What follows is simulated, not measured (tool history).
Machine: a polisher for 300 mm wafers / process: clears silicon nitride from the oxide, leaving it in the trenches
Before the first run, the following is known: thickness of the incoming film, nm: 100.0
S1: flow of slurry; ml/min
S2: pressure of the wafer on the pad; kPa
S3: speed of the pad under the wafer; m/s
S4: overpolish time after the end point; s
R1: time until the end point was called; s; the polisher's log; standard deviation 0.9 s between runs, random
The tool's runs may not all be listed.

run 1 hour=0 | S1=130 S2=14.5 S3=0.9 S4=9 | R1=131.82
run 2 hour=2.8 | S1=130 S2=15.2 S3=0.9 S4=9 | R1=129.35
run 3 hour=5.3 | S1=130 S2=15.9 S3=0.92 S4=9 | R1=122.33
run 4 hour=9.1 | S1=130 S2=18.6 S3=0.92 S4=9 | R1=108.7
run 5 hour=11.1 | S1=130 S2=19.3 S3=0.94 S4=9 | R1=102.96
run 6 hour=14.8 | S1=130 S2=19.3 S3=1.04 S4=9 | R1=95.49
run 7 hour=22.4 | S1=130 S2=20 S3=1.06 S4=9 | R1=88.876

Run 8 has not been measured yet. What should we expect?
run 8 hour=24.3 | S1=140 S2=21.4 S3=1.08 S4=9 | R1=?

Run 8 gave R1 84.529 s.

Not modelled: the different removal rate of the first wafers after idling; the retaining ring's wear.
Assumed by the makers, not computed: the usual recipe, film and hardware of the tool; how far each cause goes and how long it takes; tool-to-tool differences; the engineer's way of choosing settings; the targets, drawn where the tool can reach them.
